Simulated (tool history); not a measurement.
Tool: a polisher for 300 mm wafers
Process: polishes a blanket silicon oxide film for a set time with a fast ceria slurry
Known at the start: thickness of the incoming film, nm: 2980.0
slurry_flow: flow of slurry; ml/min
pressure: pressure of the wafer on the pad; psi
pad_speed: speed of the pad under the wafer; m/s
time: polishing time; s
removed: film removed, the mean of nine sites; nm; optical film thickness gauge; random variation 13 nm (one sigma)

run	hour	slurry_flow	pressure	pad_speed	time	removed
1	0	215	3	1.14	32	607.28
2	3.8	215	3.4	1.16	32	701.89
3	9.8	215	4	1.16	32	824.68
4	13.2	215	4.1	1.18	32	851.07
5	15.9	215	4.1	0.98	32	735.58
6	17.7	215	4.1	0.7	32	558.41
7	23	220	4.2	0.82	32	652.7
8	30	225	4.3	0.92	32	731.37

Run 9 comes next. What will it give?
9	32.5	225	4.4	1	32	?

Run 9 gave removed 792.66 nm.
